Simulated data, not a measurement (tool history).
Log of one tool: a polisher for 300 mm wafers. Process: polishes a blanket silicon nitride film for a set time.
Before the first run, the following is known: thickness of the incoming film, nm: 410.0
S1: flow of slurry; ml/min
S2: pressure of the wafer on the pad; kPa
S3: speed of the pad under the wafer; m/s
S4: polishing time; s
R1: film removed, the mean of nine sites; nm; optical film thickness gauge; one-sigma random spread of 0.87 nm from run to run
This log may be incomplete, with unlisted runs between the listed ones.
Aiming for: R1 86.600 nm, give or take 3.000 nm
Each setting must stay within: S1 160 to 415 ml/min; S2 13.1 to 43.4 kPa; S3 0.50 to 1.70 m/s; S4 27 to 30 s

run	hour	S1	S2	S3	S4	R1
1	0.0	265	28.3	1.10	30	52.089
2	6.3	265	30.3	1.10	30	56.109
3	8.0	265	35.2	1.10	30	63.571
4	11.3	265	36.5	1.12	30	66.345
5	12.7	320	36.5	1.12	30	68.995
6	20.2	320	37.2	1.12	30	69.511
7	27.1	325	43.4	1.14	30	83.461
# hour 32.0: head pressure recalibrated
8	32.0	330	43.4	1.16	30	94.646
9	40.0	325	43.4	1.16	30	95.707

Which single option among these 5 for the next run brings every result within its allowed miss of target? Just one does.
A	48.0	340	43.4	1.02	27	?
B	48.0	355	43.4	1.26	30	?
C	48.0	320	42.7	1.22	30	?
D	48.0	375	42.7	1.18	27	?
E	48.0	320	42.7	1.26	29	?

move	R1
A	79.607
B	101.320
C	96.879
D	86.457
E	95.598
A: the result that was furthest off in the last run now lies on the other side of its target
B: misses by more than the last run did
C: misses by more than the last run did
D: in spec on every target
E: neither nearer nor further off than the last run
D is the move that brings every result within its allowed miss.

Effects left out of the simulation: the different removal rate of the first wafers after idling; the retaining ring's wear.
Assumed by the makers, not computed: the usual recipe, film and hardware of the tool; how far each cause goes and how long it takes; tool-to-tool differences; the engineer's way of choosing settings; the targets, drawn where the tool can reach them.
